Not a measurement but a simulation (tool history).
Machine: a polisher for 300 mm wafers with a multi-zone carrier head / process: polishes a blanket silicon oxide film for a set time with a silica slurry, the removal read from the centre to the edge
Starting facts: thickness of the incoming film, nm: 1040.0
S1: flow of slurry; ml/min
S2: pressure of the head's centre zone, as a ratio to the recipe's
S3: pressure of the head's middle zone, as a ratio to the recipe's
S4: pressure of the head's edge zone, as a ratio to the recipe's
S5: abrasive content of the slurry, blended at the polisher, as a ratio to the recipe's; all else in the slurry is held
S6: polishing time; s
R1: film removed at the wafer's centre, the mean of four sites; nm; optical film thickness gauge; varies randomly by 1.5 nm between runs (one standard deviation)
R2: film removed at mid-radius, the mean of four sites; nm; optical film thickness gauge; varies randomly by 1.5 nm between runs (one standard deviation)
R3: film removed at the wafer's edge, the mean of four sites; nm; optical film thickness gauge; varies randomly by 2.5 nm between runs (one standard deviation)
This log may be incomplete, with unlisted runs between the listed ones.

run  hour   S1    S2    S3    S4    S5  S6      R1      R2      R3
  1   0.0  270  1.00  1.00  1.00  1.00  63  252.49  247.32  244.00
  2   3.3  265  1.00  0.97  0.97  0.95  63  249.07  233.64  241.16
  3   5.1  270  1.01  0.97  0.95  0.85  63  241.24  226.37  228.80
  4   6.1  215  1.01  0.97  0.95  0.85  63  233.38  225.58  220.15
  5  11.0  215  1.01  0.95  0.94  0.80  63  226.58  213.22  218.37
  6  18.3  210  1.02  0.94  0.92  0.75  63  222.63  202.84  210.56
  7  21.2  205  1.02  0.93  0.90  0.75  63  217.53  202.01  201.21
  8  24.2  200  1.02  0.91  0.90  0.75  63  219.07  197.01  205.08
  9  26.9  195  1.02  0.90  0.89  0.75  63  218.76  194.17  205.99
 10  32.6  195  1.02  0.89  0.88  0.75  63  220.85  192.61  202.38

Run 11 is up next; what results do you expect?
     41.3  -- worn pad replaced by a new one
 11  41.3  190  1.02  0.88  0.87  0.75  63   ?   ?   ?

{"run 11": {"R1": 238.57, "R2": 208.32, "R3": 222.14}}
